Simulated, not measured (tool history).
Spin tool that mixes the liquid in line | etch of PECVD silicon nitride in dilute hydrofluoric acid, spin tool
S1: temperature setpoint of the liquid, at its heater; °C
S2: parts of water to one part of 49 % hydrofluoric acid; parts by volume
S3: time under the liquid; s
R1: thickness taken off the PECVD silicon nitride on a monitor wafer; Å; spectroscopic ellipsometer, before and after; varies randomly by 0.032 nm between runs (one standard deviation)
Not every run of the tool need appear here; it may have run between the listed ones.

run 1 hour=0.0 | S1=22.0 S2=260 S3=285 | R1=25.341
run 2 hour=8.2 | S1=22.0 S2=260 S3=305 | R1=28.023
run 3 hour=14.1 | S1=24.5 S2=260 S3=305 | R1=33.064
run 4 hour=19.8 | S1=24.5 S2=345 S3=305 | R1=24.834
run 5 hour=26.7 | S1=24.5 S2=280 S3=305 | R1=30.640
run 6 hour=32.3 | S1=23.0 S2=285 S3=305 | R1=26.643
run 7 hour=36.7 | S1=23.0 S2=285 S3=305 | R1=26.306
run 8 hour=40.4 | S1=22.5 S2=285 S3=305 | R1=25.617

Predict the results of run 9:
-- hour=48.9 thermometer replaced
run 9 hour=48.9 | S1=22.0 S2=285 S3=305 | R1=?

{"run 9": {"R1": 27.955}}

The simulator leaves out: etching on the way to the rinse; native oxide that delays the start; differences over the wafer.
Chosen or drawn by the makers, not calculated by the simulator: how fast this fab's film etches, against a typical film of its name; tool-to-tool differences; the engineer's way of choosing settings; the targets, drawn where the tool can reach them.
